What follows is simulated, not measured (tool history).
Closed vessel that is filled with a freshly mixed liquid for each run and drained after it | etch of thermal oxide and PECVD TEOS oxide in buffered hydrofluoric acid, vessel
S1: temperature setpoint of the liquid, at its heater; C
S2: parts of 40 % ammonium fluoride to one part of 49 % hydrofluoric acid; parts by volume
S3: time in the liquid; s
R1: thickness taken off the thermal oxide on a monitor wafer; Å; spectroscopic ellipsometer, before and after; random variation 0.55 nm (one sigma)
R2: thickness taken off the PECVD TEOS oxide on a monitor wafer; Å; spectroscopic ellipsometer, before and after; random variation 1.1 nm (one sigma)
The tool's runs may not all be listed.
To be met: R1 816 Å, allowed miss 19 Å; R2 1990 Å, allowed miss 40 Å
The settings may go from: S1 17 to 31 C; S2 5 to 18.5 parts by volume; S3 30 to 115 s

run  hour    S1    S2  S3      R1      R2
  1     0    23  11.5  60  531.63  1286.2
  2   8.9  21.5  11.5  60  490.75    1184
  3  15.6  24.5  11.5  60  577.17  1413.5
  4  19.6  24.5  11.5  70  672.59  1641.1
  5  25.7  25.5  11.5  70  705.71  1729.3
  6  30.6    23  11.5  70  617.74  1507.1
  7  31.9  24.5  11.5  70  677.63  1631.1
  8  37.5  25.5  11.5  70  709.68  1721.7
  9  40.6  26.5  11.5  70  747.27    1837
 10  43.9    27  11.5  70  781.21  1864.6
 11    52  27.5  11.5  70   794.2  1925.4

5 next moves are on the table. One of them brings every result within its allowed miss. Which?
  A  60.1    27    11  75   ?   ?
  B  60.1    31     9  50   ?   ?
  C  60.1  22.5     9  80   ?   ?
  D  60.1    24    12  95   ?   ?
  E  60.1    27  12.5  80   ?   ?

move      R1      R2
   A  860.31  2107.6
   B  847.51  2076.2
   C  860.19  2107.3
   D  851.14  2085.1
   E  809.93  1984.1
A: takes the result that was furthest off past its target
B: takes the result that was furthest off past its target
C: takes the result that was furthest off past its target
D: takes the result that was furthest off past its target
E: meets every target
The right move is E.

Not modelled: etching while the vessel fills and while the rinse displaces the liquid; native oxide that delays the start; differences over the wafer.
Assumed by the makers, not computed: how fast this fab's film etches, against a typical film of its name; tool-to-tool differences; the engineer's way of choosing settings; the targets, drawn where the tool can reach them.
